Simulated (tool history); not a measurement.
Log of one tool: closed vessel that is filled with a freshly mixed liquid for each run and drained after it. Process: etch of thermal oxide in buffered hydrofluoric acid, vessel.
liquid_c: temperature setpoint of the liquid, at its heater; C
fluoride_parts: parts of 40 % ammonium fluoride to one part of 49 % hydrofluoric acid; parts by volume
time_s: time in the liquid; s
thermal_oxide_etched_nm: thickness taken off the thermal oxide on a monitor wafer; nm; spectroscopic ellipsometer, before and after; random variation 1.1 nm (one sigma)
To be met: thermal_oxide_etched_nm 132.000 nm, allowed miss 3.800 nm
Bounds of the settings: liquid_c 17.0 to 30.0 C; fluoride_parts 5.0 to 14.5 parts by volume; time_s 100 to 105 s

{"run": 1, "day": 0.0, "liquid_c": 22.0, "fluoride_parts": 9.0, "time_s": 100, "thermal_oxide_etched_nm": 112.28}
{"run": 2, "day": 0.367, "liquid_c": 22.0, "fluoride_parts": 9.0, "time_s": 100, "thermal_oxide_etched_nm": 111.57}
{"run": 3, "day": 0.408, "liquid_c": 22.0, "fluoride_parts": 9.0, "time_s": 100, "thermal_oxide_etched_nm": 112.93}
{"run": 4, "day": 0.504, "liquid_c": 22.5, "fluoride_parts": 9.0, "time_s": 100, "thermal_oxide_etched_nm": 114.3}
{"run": 5, "day": 0.838, "liquid_c": 22.5, "fluoride_parts": 11.5, "time_s": 100, "thermal_oxide_etched_nm": 95.024}
{"run": 6, "day": 1.217, "liquid_c": 23.5, "fluoride_parts": 11.5, "time_s": 100, "thermal_oxide_etched_nm": 98.303}
{"run": 7, "day": 1.475, "liquid_c": 24.5, "fluoride_parts": 11.5, "time_s": 100, "thermal_oxide_etched_nm": 105.05}
{"run": 8, "day": 1.854, "liquid_c": 25.0, "fluoride_parts": 11.5, "time_s": 100, "thermal_oxide_etched_nm": 107.04}
{"run": 9, "day": 2.075, "liquid_c": 25.5, "fluoride_parts": 11.5, "time_s": 100, "thermal_oxide_etched_nm": 112.02}
{"run": 10, "day": 2.296, "liquid_c": 26.0, "fluoride_parts": 11.5, "time_s": 100, "thermal_oxide_etched_nm": 114.17}
{"run": 11, "day": 2.662, "liquid_c": 26.5, "fluoride_parts": 11.5, "time_s": 100, "thermal_oxide_etched_nm": 117.42}
{"run": 12, "day": 2.808, "liquid_c": 27.0, "fluoride_parts": 11.5, "time_s": 100, "thermal_oxide_etched_nm": 119.01}
{"run": 13, "day": 2.925, "liquid_c": 27.5, "fluoride_parts": 11.5, "time_s": 100, "thermal_oxide_etched_nm": 124.56}
{"run": 14, "day": 3.221, "liquid_c": 28.0, "fluoride_parts": 11.5, "time_s": 100, "thermal_oxide_etched_nm": 126.38}

5 next moves are on the table. One of them brings every result within its allowed miss. Which?
{"run": "A", "day": 3.517, "liquid_c": 29.5, "fluoride_parts": 12.5, "time_s": 100, "thermal_oxide_etched_nm": "?"}
{"run": "B", "day": 3.517, "liquid_c": 26.5, "fluoride_parts": 11.0, "time_s": 100, "thermal_oxide_etched_nm": "?"}
{"run": "C", "day": 3.517, "liquid_c": 28.5, "fluoride_parts": 12.0, "time_s": 100, "thermal_oxide_etched_nm": "?"}
{"run": "D", "day": 3.517, "liquid_c": 29.0, "fluoride_parts": 11.0, "time_s": 100, "thermal_oxide_etched_nm": "?"}
{"run": "E", "day": 3.517, "liquid_c": 28.0, "fluoride_parts": 11.5, "time_s": 105, "thermal_oxide_etched_nm": "?"}

move=A thermal_oxide_etched_nm=126.940
move=B thermal_oxide_etched_nm=122.610
move=C thermal_oxide_etched_nm=125.310
move=D thermal_oxide_etched_nm=140.060
move=E thermal_oxide_etched_nm=133.560
A: nearer than the last run, and not there yet
B: further off than the last run
C: further off than the last run
D: takes the result that was furthest off past its target
E: meets every target
Answer: E

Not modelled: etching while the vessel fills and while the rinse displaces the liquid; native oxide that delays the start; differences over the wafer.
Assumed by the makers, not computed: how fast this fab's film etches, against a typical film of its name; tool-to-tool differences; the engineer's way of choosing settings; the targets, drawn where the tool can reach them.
